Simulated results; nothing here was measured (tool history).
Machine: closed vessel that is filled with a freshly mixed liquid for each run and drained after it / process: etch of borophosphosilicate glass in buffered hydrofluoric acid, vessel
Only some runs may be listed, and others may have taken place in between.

run  hour  temperature setpoint of the liquid (°C)  parts of 40 % ammonium fluoride to one part of 49 % hydrofluoric acid (parts by volume)  time in the liquid (s)  thickness taken off the borophosphosilicate glass on a monitor wafer (nm)
  1   0.0                                     24.0                                                                                     18.0                     145                                                                    113.720
  2   1.8                                     24.0                                                                                     18.0                     155                                                                    122.150
  3   4.0                                     22.0                                                                                     19.0                     155                                                                    103.310
  4   8.0                                     22.0                                                                                     17.0                     155                                                                    114.080
  5  16.6                                     20.5                                                                                     18.0                     155                                                                    101.410
  6  21.5                                     19.5                                                                                     19.0                     155                                                                     90.566
  7  23.9                                     19.0                                                                                     20.0                     155                                                                     81.488
  8  24.6                                     18.5                                                                                     20.5                     155                                                                     79.893
  9  32.2                                     18.0                                                                                     21.0                     155                                                                     77.008
 10  33.0                                     17.5                                                                                     21.5                     155                                                                     72.946

Run 11, settings as shown, results not yet in. Your forecast:
 11  34.4                                     17.5                                                                                     22.0                     155                                                                          ?

Run 11 came out at thickness taken off the borophosphosilicate glass on a monitor wafer (nm) 71.096.

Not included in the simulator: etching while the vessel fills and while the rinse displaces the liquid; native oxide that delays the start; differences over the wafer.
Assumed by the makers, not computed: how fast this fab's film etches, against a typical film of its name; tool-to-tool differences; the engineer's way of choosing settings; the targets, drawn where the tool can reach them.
